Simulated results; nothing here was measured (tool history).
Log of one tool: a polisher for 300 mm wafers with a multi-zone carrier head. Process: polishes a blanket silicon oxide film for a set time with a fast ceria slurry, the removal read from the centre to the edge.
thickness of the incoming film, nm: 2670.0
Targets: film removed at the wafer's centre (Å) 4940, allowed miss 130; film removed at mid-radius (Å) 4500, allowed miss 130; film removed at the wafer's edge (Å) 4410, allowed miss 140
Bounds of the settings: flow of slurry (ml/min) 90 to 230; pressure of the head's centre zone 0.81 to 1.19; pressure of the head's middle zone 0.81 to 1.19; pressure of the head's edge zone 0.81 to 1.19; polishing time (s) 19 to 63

run,hour,flow of slurry (ml/min),pressure of the head's centre zone,pressure of the head's middle zone,pressure of the head's edge zone,polishing time (s),film removed at the wafer's centre (Å),film removed at mid-radius (Å),film removed at the wafer's edge (Å)
1,0,150,1,1,1,41,3753.5,3648.2,3745.9
2,4.8,150,1,1,0.95,41,3727.2,3676.3,3610.8
3,13.7,150,1,1,0.95,46,4244.8,4074,3979.2
4,19.4,150,1,1.05,0.95,46,4167.4,4255.9,4054.4
5,27.8,120,1,1.05,0.95,46,3925.3,4045.1,3899.4
6,31.7,140,1.01,1.04,0.96,46,4173.2,4096.9,4084.2
7,35.2,155,1.02,1.04,0.96,46,4275.6,4233.9,4069
8,36.9,195,1.11,0.99,1.06,47,5006.3,4241.4,4526
9,42.3,195,1.11,1,1.05,47,4967.5,4348.6,4523.4

Which of these 4 next moves meets every target?
A,47.7,190,1.11,1,1.12,47,?,?,?
B,47.7,170,1.03,0.97,1.09,49,?,?,?
C,47.7,230,1.03,0.97,0.91,49,?,?,?
D,47.7,220,1.14,0.98,1.04,45,?,?,?

move,film removed at the wafer's centre (Å),film removed at mid-radius (Å),film removed at the wafer's edge (Å)
A,4977.2,4346.6,4685
B,4709.7,4335.6,4752.2
C,4962.4,4544,4510.3
D,5014.8,4181.1,4394
A: further off than the last run
B: further off than the last run
C: meets every target
D: further off than the last run
The right move is C.
